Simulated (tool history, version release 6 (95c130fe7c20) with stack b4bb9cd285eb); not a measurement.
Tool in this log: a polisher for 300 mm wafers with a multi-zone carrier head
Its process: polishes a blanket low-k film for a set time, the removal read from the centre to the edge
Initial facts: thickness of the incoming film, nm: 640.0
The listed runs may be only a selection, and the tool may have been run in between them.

| run | hour | flow of slurry (ml/min) | pressure of the head's centre zone | pressure of the head's middle zone | pressure of the head's edge zone | abrasive content of the slurry | polishing time (s) | film removed at the wafer's centre (Å) | film removed at mid-radius (Å) | film removed at the wafer's edge (Å) |
|---|---|---|---|---|---|---|---|---|---|---|
| 1 | 0 | 235 | 1 | 1 | 1 | 1 | 78 | 199.37 | 200.48 | 199.95 |
| 2 | 8.4 | 235 | 0.95 | 1 | 1 | 1 | 78 | 189.18 | 201.12 | 194.48 |
| 3 | 15.7 | 235 | 1.03 | 1 | 1 | 1 | 78 | 208.47 | 202.85 | 196.48 |
| 4 | 22.7 | 235 | 1.03 | 1 | 1 | 1.15 | 78 | 219.09 | 204.85 | 209.6 |
| 5 | 25.3 | 235 | 1.03 | 1 | 1 | 1.15 | 90 | 247.88 | 241.97 | 240.06 |
| 6 | 32.1 | 205 | 1.03 | 1 | 1 | 1.15 | 90 | 247.33 | 240.99 | 236.54 |

Predict the results of run 7:
| 7 | 34.5 | 200 | 1.02 | 0.98 | 0.98 | 1 | 86 | ? | ? | ? |

{"run 7": {"film removed at the wafer's centre (Å)": 216.79, "film removed at mid-radius (Å)": 207.68, "film removed at the wafer's edge (Å)": 217.43}}

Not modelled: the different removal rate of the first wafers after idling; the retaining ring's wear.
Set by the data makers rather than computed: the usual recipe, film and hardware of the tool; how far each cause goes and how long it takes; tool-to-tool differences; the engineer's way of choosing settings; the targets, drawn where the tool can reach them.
